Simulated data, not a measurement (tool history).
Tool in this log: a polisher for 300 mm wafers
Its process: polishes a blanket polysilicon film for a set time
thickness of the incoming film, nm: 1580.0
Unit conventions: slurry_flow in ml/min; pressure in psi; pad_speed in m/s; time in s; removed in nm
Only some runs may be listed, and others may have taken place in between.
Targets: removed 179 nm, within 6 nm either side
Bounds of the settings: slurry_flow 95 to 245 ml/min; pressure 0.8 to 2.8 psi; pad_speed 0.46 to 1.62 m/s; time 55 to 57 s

{"run": 1, "hour": 0.0, "slurry_flow": 155, "pressure": 1.8, "pad_speed": 1.04, "time": 55, "removed": 244.47}
{"run": 2, "hour": 8.5, "slurry_flow": 155, "pressure": 2.2, "pad_speed": 1.04, "time": 55, "removed": 282.78}
{"run": 3, "hour": 9.1, "slurry_flow": 150, "pressure": 2, "pad_speed": 1.04, "time": 55, "removed": 258.97}
{"run": 4, "hour": 15.8, "slurry_flow": 145, "pressure": 1.9, "pad_speed": 1.04, "time": 55, "removed": 246.78}
{"run": 5, "hour": 18.4, "slurry_flow": 140, "pressure": 1.8, "pad_speed": 1.04, "time": 55, "removed": 236.61}
{"run": 6, "hour": 19.1, "slurry_flow": 135, "pressure": 1.7, "pad_speed": 1.04, "time": 55, "removed": 228.71}
{"run": 7, "hour": 27.2, "slurry_flow": 135, "pressure": 1.6, "pad_speed": 1.04, "time": 55, "removed": 220.97}
{"run": 8, "hour": 35.9, "slurry_flow": 125, "pressure": 1.1, "pad_speed": 1.02, "time": 55, "removed": 166.82}

Exercise: of the 4 proposed moves below, exactly one satisfies all targets within the stated allowed misses. Which move is it?
{"run": "A", "hour": 44.6, "slurry_flow": 155, "pressure": 1.3, "pad_speed": 0.92, "time": 55, "removed": "?"}
{"run": "B", "hour": 44.6, "slurry_flow": 120, "pressure": 1.6, "pad_speed": 0.9, "time": 55, "removed": "?"}
{"run": "C", "hour": 44.6, "slurry_flow": 155, "pressure": 1.1, "pad_speed": 1.18, "time": 55, "removed": "?"}
{"run": "D", "hour": 44.6, "slurry_flow": 125, "pressure": 1.1, "pad_speed": 1.2, "time": 57, "removed": "?"}

move=A removed=179.56
move=B removed=192.8
move=C removed=190.56
move=D removed=191.04
A: all results in spec
B: takes the result that was furthest off past its target
C: takes the result that was furthest off past its target
D: takes the result that was furthest off past its target
The right move is A.
